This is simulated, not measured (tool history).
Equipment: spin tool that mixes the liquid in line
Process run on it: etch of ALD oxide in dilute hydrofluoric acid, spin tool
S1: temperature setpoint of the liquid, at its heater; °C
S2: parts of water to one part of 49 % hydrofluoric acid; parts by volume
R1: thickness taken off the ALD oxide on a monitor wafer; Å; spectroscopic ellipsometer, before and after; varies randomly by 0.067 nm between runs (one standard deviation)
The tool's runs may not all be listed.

Run 1, hour 0.0: S1 25.0 °C, S2 220 parts by volume, time under the liquid (s) 70. Result: R1 42.577 Å.
Run 2, hour 4.2: S1 28.0 °C, S2 220 parts by volume, time under the liquid (s) 70. Result: R1 47.913 Å.
Run 3, hour 9.7: S1 29.5 °C, S2 220 parts by volume, time under the liquid (s) 70. Result: R1 50.669 Å.
Run 4, hour 15.9: S1 30.5 °C, S2 210 parts by volume, time under the liquid (s) 70. Result: R1 55.020 Å.
Run 5, hour 19.0: S1 28.5 °C, S2 210 parts by volume, time under the liquid (s) 70. Result: R1 51.494 Å.
Run 6, hour 26.2: S1 29.5 °C, S2 205 parts by volume, time under the liquid (s) 70. Result: R1 54.502 Å.
Run 7, hour 31.3: S1 30.0 °C, S2 200 parts by volume, time under the liquid (s) 70. Result: R1 57.994 Å.
Run 8, hour 33.8: S1 30.5 °C, S2 195 parts by volume, time under the liquid (s) 70. Result: R1 60.308 Å.
Run 9, hour 40.0: S1 31.0 °C, S2 190 parts by volume, time under the liquid (s) 70. Result: R1 63.157 Å.
Run 10, hour 42.4: S1 31.5 °C, S2 190 parts by volume, time under the liquid (s) 70. Result: R1 65.388 Å.
At hour 50.7: hydrofluoric acid flow meter replaced.
Run 11, hour 50.7: S1 32.0 °C, S2 190 parts by volume, time under the liquid (s) 70. Result: R1 59.722 Å.
Run 12, hour 58.3: S1 32.0 °C, S2 185 parts by volume, time under the liquid (s) 70. Result: R1 62.027 Å.
Run 13, hour 65.2: S1 32.0 °C, S2 180 parts by volume, time under the liquid (s) 70. Result: R1 63.626 Å.

Estimate the outcome of run 14 from the log above:
Run 14, hour 67.8: S1 32.0 °C, S2 175 parts by volume, time under the liquid (s) 70. Result: R1 ?.

{"run 14": {"R1": 66.9}}

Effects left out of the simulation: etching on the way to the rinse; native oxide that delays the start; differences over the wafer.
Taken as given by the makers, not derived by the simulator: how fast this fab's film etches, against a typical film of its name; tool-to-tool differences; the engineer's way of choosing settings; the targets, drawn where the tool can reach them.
